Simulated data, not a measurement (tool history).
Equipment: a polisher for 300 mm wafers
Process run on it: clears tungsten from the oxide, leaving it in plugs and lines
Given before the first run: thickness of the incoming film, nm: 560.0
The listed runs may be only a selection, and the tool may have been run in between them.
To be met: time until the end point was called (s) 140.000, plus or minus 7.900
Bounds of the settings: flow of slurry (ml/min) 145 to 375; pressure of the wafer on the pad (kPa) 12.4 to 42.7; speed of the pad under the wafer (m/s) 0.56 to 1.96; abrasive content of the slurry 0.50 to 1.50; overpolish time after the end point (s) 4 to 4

run,hour,flow of slurry (ml/min),pressure of the wafer on the pad (kPa),speed of the pad under the wafer (m/s),abrasive content of the slurry,overpolish time after the end point (s),time until the end point was called (s)
1,0.0,240,27.6,1.26,1.00,4,105.450
2,2.5,240,27.6,1.44,1.00,4,90.066
3,6.2,240,24.1,1.42,1.00,4,103.760
4,6.8,265,24.1,1.42,1.00,4,101.220
5,14.9,265,24.1,1.42,1.15,4,97.821
6,19.6,265,20.7,1.40,1.15,4,111.130
# hour 21.4: slurry nozzle cleaned
7,21.4,265,18.6,1.38,1.15,4,115.610
8,29.8,265,16.5,1.36,1.15,4,129.730
9,31.3,265,16.5,1.36,1.15,4,127.000

Which one of the following 4 next-run settings gets every result inside its allowed miss? There is exactly one.
A,32.8,255,24.8,1.24,1.20,4,?
B,32.8,320,17.2,1.40,1.30,4,?
C,32.8,260,15.9,1.32,1.05,4,?
D,32.8,215,17.2,1.50,1.05,4,?

move,time until the end point was called (s)
A,105.430
B,118.870
C,142.450
D,120.860
A: moves away from the targets compared with the last run
B: moves away from the targets compared with the last run
C: in spec on every target
D: moves away from the targets compared with the last run
The move that meets every target is C.
